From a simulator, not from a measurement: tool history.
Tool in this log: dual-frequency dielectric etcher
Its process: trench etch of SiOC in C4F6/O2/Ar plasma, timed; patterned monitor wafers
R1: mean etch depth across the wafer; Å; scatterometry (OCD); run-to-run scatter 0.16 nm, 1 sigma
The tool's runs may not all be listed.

Run 1, hour 0: source power (kW) 0.45, bias power (kW) 0.227, etch time (s) 14.5. Result: R1 366.43 Å.
Run 2, hour 4: source power (kW) 0.38, bias power (kW) 0.227, etch time (s) 14.5. Result: R1 343.4 Å.
Run 3, hour 11.7: source power (kW) 0.38, bias power (kW) 0.193, etch time (s) 14.5. Result: R1 329.65 Å.
Run 4, hour 13.2: source power (kW) 0.38, bias power (kW) 0.234, etch time (s) 14.5. Result: R1 345.9 Å.
Run 5, hour 21.7: source power (kW) 0.42, bias power (kW) 0.238, etch time (s) 14.5. Result: R1 364.71 Å.
Run 6, hour 22.9: source power (kW) 0.42, bias power (kW) 0.27, etch time (s) 14.5. Result: R1 378.01 Å.
Run 7, hour 29.7: source power (kW) 0.44, bias power (kW) 0.272, etch time (s) 14.5. Result: R1 384.41 Å.
Run 8, hour 33.5: source power (kW) 0.46, bias power (kW) 0.274, etch time (s) 14.5. Result: R1 392.96 Å.

Run 9 has not been measured yet. What should we expect?
Run 9, hour 36.1: source power (kW) 0.47, bias power (kW) 0.275, etch time (s) 14.5. Result: R1 ?.

Run 9 produced R1 397.29 Å.
